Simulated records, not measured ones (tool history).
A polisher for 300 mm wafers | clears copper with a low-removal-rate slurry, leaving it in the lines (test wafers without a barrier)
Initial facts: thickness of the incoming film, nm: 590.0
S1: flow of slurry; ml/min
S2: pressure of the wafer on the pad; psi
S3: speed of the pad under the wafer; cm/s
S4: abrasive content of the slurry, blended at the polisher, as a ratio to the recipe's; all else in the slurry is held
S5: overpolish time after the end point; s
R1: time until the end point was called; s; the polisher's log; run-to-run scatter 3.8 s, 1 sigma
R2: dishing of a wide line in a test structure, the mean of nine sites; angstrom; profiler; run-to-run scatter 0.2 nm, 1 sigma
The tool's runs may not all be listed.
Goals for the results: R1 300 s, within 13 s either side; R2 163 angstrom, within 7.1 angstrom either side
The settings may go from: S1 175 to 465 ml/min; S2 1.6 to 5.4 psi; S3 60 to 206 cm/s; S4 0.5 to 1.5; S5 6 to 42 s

run 1 hour=0 | S1=295 S2=3.5 S3=132 S4=1 S5=21 | R1=117.57 R2=733.66
run 2 hour=0.6 | S1=285 S2=2.9 S3=114 S4=0.95 S5=16 | R1=159.22 R2=447.9
run 3 hour=1.6 | S1=285 S2=2.9 S3=114 S4=1.1 S5=16 | R1=152.75 R2=461.18
run 4 hour=8.4 | S1=285 S2=2.9 S3=98 S4=1.1 S5=16 | R1=177.48 R2=417.53
run 5 hour=9.6 | S1=285 S2=2.9 S3=112 S4=1.1 S5=16 | R1=156.49 R2=455.76
run 6 hour=18.2 | S1=285 S2=2.9 S3=112 S4=1.1 S5=22 | R1=155.43 R2=580.26
run 7 hour=25.9 | S1=250 S2=2.5 S3=102 S4=1.05 S5=17 | R1=200.2 R2=378.2
run 8 hour=34.2 | S1=245 S2=2.2 S3=96 S4=1.05 S5=13 | R1=241.92 R2=253.99
run 9 hour=41.6 | S1=250 S2=2 S3=96 S4=1.05 S5=11 | R1=260.41 R2=204.75
run 10 hour=48.4 | S1=250 S2=1.9 S3=96 S4=1.05 S5=11 | R1=277.9 R2=194.11

Which single option among these 5 for the next run brings every result within its allowed miss of target? Just one does.
run A hour=55.2 | S1=230 S2=1.6 S3=94 S4=1.1 S5=10 | R1=? R2=?
run B hour=55.2 | S1=220 S2=2 S3=82 S4=1.05 S5=10 | R1=? R2=?
run C hour=55.2 | S1=265 S2=1.6 S3=94 S4=1.05 S5=10 | R1=? R2=?
run D hour=55.2 | S1=215 S2=1.7 S3=86 S4=1.1 S5=10 | R1=? R2=?
run E hour=55.2 | S1=235 S2=2 S3=76 S4=0.95 S5=11 | R1=? R2=?

move=A R1=326.91 R2=149.94
move=B R1=300.91 R2=163.08
move=C R1=325.54 R2=150.54
move=D R1=334.85 R2=146.82
move=E R1=324.78 R2=166.02
A: carries the result that was furthest off beyond its target, to the other side
B: every result within its allowed miss
C: carries the result that was furthest off beyond its target, to the other side
D: carries the result that was furthest off beyond its target, to the other side
E: brings the last run's worst result on target, with another outside its allowed miss
B is the move that brings every result within its allowed miss.
